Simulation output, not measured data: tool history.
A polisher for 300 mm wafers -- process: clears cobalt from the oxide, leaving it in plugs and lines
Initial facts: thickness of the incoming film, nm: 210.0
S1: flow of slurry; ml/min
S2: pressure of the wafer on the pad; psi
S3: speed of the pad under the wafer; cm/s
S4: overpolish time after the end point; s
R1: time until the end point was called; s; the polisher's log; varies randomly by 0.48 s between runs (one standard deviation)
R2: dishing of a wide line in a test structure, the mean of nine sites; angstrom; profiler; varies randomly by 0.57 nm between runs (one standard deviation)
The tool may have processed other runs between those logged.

| run | hour | S1 | S2 | S3 | S4 | R1 | R2 |
|---|---|---|---|---|---|---|---|
| 1 | 0.0 | 185 | 2.1 | 94 | 17 | 37.175 | 524.16 |
| 2 | 7.1 | 150 | 2.1 | 94 | 17 | 38.317 | 507.49 |
| 3 | 15.8 | 150 | 2.1 | 94 | 13 | 39.641 | 437.18 |
| 4 | 23.6 | 150 | 2.1 | 94 | 16 | 39.781 | 498.71 |
| 5 | 24.8 | 195 | 2.1 | 94 | 16 | 38.066 | 487.45 |
| 6 | 28.3 | 240 | 2.1 | 94 | 16 | 36.838 | 505.34 |
| 7 | 34.4 | 245 | 2.2 | 94 | 13 | 36.243 | 482.63 |
| 8 | 39.7 | 210 | 2.0 | 108 | 11 | 33.890 | 433.31 |
| 9 | 41.2 | 210 | 1.8 | 118 | 9 | 34.713 | 367.41 |

What does the tool deliver on the next run?
| 10 | 46.6 | 210 | 1.7 | 126 | 8 | ? | ? |

R1: 34.599 s
R2: 329.56 angstrom
